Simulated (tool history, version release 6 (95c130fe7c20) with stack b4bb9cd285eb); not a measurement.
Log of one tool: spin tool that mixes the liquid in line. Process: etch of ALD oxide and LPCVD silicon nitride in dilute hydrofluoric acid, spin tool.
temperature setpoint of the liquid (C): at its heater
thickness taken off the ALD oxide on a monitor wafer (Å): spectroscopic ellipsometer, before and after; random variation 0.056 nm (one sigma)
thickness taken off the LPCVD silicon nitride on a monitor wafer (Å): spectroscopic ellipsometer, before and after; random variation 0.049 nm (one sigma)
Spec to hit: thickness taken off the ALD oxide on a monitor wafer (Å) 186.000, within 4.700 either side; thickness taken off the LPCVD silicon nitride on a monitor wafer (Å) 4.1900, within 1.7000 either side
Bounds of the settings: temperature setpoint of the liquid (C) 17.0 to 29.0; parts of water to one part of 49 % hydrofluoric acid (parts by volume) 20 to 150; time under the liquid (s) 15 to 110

| run | hour | temperature setpoint of the liquid (C) | parts of water to one part of 49 % hydrofluoric acid (parts by volume) | time under the liquid (s) | thickness taken off the ALD oxide on a monitor wafer (Å) | thickness taken off the LPCVD silicon nitride on a monitor wafer (Å) |
|---|---|---|---|---|---|---|
| 1 | 0.0 | 21.0 | 85 | 55 | 101.010 | 2.1315 |
| 2 | 4.8 | 21.0 | 85 | 75 | 138.960 | 2.9907 |
| 3 | 12.2 | 21.0 | 85 | 55 | 100.770 | 1.9530 |
| 4 | 14.1 | 22.5 | 80 | 55 | 115.700 | 2.8434 |
| 5 | 22.7 | 22.5 | 80 | 35 | 73.747 | 1.8692 |
| 6 | 31.6 | 23.0 | 65 | 35 | 94.018 | 1.7980 |
| 7 | 38.4 | 24.5 | 60 | 35 | 109.170 | 2.8775 |
| 8 | 39.9 | 25.0 | 50 | 35 | 135.230 | 3.1176 |
| 9 | 48.5 | 25.5 | 45 | 35 | 153.850 | 3.3355 |
| 10 | 50.0 | 26.0 | 45 | 35 | 157.740 | 3.8577 |
| 11 | 53.5 | 26.5 | 45 | 35 | 160.690 | 4.2174 |
| 12 | 57.9 | 28.0 | 35 | 35 | 223.390 | 5.7191 |
| 13 | 66.5 | 27.5 | 35 | 35 | 218.570 | 5.5267 |
| 14 | 71.9 | 27.0 | 35 | 35 | 214.860 | 4.1132 |

5 next moves are on the table. One of them brings every result within its allowed miss. Which?
| A | 77.3 | 28.5 | 70 | 55 | ? | ? |
| B | 77.3 | 27.0 | 40 | 35 | ? | ? |
| C | 77.3 | 28.0 | 35 | 35 | ? | ? |
| D | 77.3 | 25.5 | 40 | 35 | ? | ? |
| E | 77.3 | 25.5 | 50 | 50 | ? | ? |

| move | thickness taken off the ALD oxide on a monitor wafer (Å) | thickness taken off the LPCVD silicon nitride on a monitor wafer (Å) |
|---|---|---|
| A | 170.420 | 4.1718 |
| B | 186.170 | 4.1656 |
| C | 223.240 | 5.0738 |
| D | 174.970 | 3.7640 |
| E | 197.340 | 4.3248 |
A: takes the result that was furthest off past its target
B: meets every target
C: lands further from the targets than the last run did
D: takes the result that was furthest off past its target
E: closes in on the targets versus the last run, not all within tolerance yet
Move B is the one to make.
